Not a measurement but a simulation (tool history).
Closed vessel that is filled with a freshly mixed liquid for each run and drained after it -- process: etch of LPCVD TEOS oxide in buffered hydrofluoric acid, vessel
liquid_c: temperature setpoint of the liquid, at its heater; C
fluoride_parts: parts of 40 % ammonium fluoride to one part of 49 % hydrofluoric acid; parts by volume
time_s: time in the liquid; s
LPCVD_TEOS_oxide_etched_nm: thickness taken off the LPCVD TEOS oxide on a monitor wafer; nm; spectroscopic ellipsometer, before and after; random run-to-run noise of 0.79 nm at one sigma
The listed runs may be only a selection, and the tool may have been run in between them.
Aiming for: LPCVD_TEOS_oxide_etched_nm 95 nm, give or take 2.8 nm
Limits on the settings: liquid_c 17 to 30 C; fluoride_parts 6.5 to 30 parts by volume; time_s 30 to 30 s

| run | hour | liquid_c | fluoride_parts | time_s | LPCVD_TEOS_oxide_etched_nm |
|---|---|---|---|---|---|
| 1 | 0 | 22 | 18.5 | 30 | 41.964 |
| 2 | 5.4 | 23 | 17.5 | 30 | 46.783 |
| 3 | 7.5 | 21.5 | 17.5 | 30 | 43.732 |
| 4 | 14.3 | 22.5 | 16.5 | 30 | 47.774 |
| 5 | 18.4 | 22.5 | 12.5 | 30 | 63.806 |
| 6 | 21 | 22.5 | 12.5 | 30 | 63.661 |
| 7 | 26.8 | 23.5 | 12.5 | 30 | 67.398 |
| 8 | 27.9 | 24.5 | 12.5 | 30 | 70.486 |
| 9 | 34.7 | 25 | 12.5 | 30 | 72.405 |
| 10 | 42.3 | 25.5 | 12.5 | 30 | 74.848 |
| 11 | 49.6 | 26 | 12.5 | 30 | 76.543 |
| 12 | 54.6 | 26.5 | 12.5 | 30 | 78.9 |
| 13 | 61.1 | 27 | 12.5 | 30 | 80.835 |
| 14 | 66.2 | 27.5 | 12.5 | 30 | 83.462 |

Of the 4 settings listed for the next run, only one would bring every result within its allowed miss of target. Which one?
| A | 71.3 | 26.5 | 12.5 | 30 | ? |
| B | 71.3 | 29.5 | 12 | 30 | ? |
| C | 71.3 | 28.5 | 12.5 | 30 | ? |
| D | 71.3 | 27 | 10 | 30 | ? |

| move | LPCVD_TEOS_oxide_etched_nm |
|---|---|
| A | 79.556 |
| B | 97.112 |
| C | 88.514 |
| D | 101.57 |
A: the biggest miss grows against the last run
B: hits every target within its allowed miss
C: gains on the last run, yet a result remains outside its allowed miss
D: moves the result that the last run missed by most past its target, out the other side
The right move is B.

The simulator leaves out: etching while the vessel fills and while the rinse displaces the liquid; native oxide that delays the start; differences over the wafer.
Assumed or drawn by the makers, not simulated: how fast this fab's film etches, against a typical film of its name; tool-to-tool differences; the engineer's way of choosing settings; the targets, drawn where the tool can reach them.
